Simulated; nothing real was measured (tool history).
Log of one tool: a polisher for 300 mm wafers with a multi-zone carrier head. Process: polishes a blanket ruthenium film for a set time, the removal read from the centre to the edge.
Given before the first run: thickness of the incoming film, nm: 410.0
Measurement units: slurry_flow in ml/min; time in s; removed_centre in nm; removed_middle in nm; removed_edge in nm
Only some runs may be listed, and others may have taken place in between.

run	hour	slurry_flow	centre_zone	middle_zone	edge_zone	time	removed_centre	removed_middle	removed_edge
1	0.0	285	1.00	1.00	1.00	56	70.315	73.297	72.702
2	3.8	285	1.00	1.00	1.06	56	67.248	71.769	75.450
3	11.8	285	1.08	1.00	1.06	56	75.522	71.069	74.094
4	17.7	290	1.08	1.05	1.07	61	80.515	81.694	82.320
5	20.1	295	1.09	1.09	1.07	64	85.739	88.260	85.002
6	27.6	295	1.13	1.09	1.07	64	89.265	88.100	85.898
7	32.2	300	1.12	1.12	1.08	67	93.420	95.554	89.911

What will run 8 give?
8	35.8	300	1.12	1.12	1.08	67	?	?	?

Run 8 gave removed_centre 91.406 nm, removed_middle 96.429 nm, removed_edge 91.273 nm.

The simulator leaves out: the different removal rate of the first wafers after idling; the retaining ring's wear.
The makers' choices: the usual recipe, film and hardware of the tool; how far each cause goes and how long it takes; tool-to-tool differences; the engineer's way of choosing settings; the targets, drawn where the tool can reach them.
